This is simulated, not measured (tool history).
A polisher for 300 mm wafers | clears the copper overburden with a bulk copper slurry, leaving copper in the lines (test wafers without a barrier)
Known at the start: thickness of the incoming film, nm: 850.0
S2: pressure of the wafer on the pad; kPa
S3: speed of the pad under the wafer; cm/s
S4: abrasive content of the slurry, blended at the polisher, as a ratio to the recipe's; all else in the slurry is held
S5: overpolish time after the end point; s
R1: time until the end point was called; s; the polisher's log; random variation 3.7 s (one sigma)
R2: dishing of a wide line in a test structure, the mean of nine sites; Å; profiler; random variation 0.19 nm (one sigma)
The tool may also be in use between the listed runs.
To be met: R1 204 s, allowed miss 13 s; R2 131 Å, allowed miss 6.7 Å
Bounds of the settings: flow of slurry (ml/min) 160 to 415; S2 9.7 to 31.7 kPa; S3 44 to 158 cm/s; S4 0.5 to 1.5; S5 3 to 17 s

{"run": 1, "day": 0.0, "flow of slurry (ml/min)": 265, "S2": 20.7, "S3": 100, "S4": 1, "S5": 9, "R1": 99.377, "R2": 535.78}
{"run": 2, "day": 0.025, "flow of slurry (ml/min)": 265, "S2": 20.7, "S3": 100, "S4": 0.85, "S5": 9, "R1": 101.04, "R2": 521.32}
{"run": 3, "day": 0.258, "flow of slurry (ml/min)": 265, "S2": 20.7, "S3": 100, "S4": 0.85, "S5": 6, "R1": 106.32, "R2": 359.85}
{"run": 4, "day": 0.462, "flow of slurry (ml/min)": 265, "S2": 19.3, "S3": 96, "S4": 0.8, "S5": 5, "R1": 114.22, "R2": 278.04}
{"run": 5, "day": 0.804, "flow of slurry (ml/min)": 265, "S2": 21.4, "S3": 96, "S4": 0.8, "S5": 5, "R1": 104.16, "R2": 295.47}
{"run": 6, "day": 0.879, "flow of slurry (ml/min)": 265, "S2": 21.4, "S3": 96, "S4": 0.8, "S5": 7, "R1": 102.04, "R2": 413.36}
{"run": 7, "day": 0.958, "flow of slurry (ml/min)": 265, "S2": 20, "S3": 90, "S4": 0.8, "S5": 6, "R1": 116.18, "R2": 330.85}
{"run": 8, "day": 1.075, "flow of slurry (ml/min)": 245, "S2": 17.9, "S3": 90, "S4": 0.75, "S5": 5, "R1": 132.96, "R2": 246.02}
{"run": 9, "day": 1.279, "flow of slurry (ml/min)": 245, "S2": 16.5, "S3": 88, "S4": 0.75, "S5": 5, "R1": 138.03, "R2": 224.18}
{"run": 10, "day": 1.442, "flow of slurry (ml/min)": 245, "S2": 15.2, "S3": 86, "S4": 0.75, "S5": 5, "R1": 156.78, "R2": 208.75}
{"run": 11, "day": 1.808, "flow of slurry (ml/min)": 245, "S2": 14.5, "S3": 84, "S4": 0.75, "S5": 5, "R1": 161.12, "R2": 194.12}
{"run": 12, "day": 1.871, "flow of slurry (ml/min)": 245, "S2": 13.8, "S3": 82, "S4": 0.75, "S5": 5, "R1": 171.55, "R2": 185.24}
{"run": 13, "day": 2.021, "flow of slurry (ml/min)": 245, "S2": 13.1, "S3": 82, "S4": 0.75, "S5": 5, "R1": 186.12, "R2": 180.03}
{"run": 14, "day": 2.158, "flow of slurry (ml/min)": 240, "S2": 13.1, "S3": 82, "S4": 0.75, "S5": 5, "R1": 178.69, "R2": 177.31}
{"run": 15, "day": 2.333, "flow of slurry (ml/min)": 240, "S2": 12.4, "S3": 82, "S4": 0.75, "S5": 5, "R1": 186.09, "R2": 169.77}
{"run": 16, "day": 2.658, "flow of slurry (ml/min)": 240, "S2": 11.7, "S3": 82, "S4": 0.75, "S5": 5, "R1": 206.61, "R2": 164.86}
{"run": 17, "day": 2.975, "flow of slurry (ml/min)": 240, "S2": 11.7, "S3": 80, "S4": 0.75, "S5": 5, "R1": 197.42, "R2": 160.52}

Which of these 5 next moves meets every target?
{"run": "A", "day": 3.292, "flow of slurry (ml/min)": 175, "S2": 13.8, "S3": 76, "S4": 0.6, "S5": 6, "R1": "?", "R2": "?"}
{"run": "B", "day": 3.292, "flow of slurry (ml/min)": 280, "S2": 15.2, "S3": 60, "S4": 1.05, "S5": 6, "R1": "?", "R2": "?"}
{"run": "C", "day": 3.292, "flow of slurry (ml/min)": 305, "S2": 10.3, "S3": 80, "S4": 0.9, "S5": 8, "R1": "?", "R2": "?"}
{"run": "D", "day": 3.292, "flow of slurry (ml/min)": 180, "S2": 13.1, "S3": 76, "S4": 0.7, "S5": 4, "R1": "?", "R2": "?"}
{"run": "E", "day": 3.292, "flow of slurry (ml/min)": 255, "S2": 14.5, "S3": 74, "S4": 0.65, "S5": 5, "R1": "?", "R2": "?"}

move=A R1=205.84 R2=193.22
move=B R1=197.87 R2=200.93
move=C R1=215.71 R2=238.87
move=D R1=207.75 R2=130.6
move=E R1=191.47 R2=174.56
A: further off than the last run
B: further off than the last run
C: further off than the last run
D: meets every target
E: further off than the last run
Answer: D

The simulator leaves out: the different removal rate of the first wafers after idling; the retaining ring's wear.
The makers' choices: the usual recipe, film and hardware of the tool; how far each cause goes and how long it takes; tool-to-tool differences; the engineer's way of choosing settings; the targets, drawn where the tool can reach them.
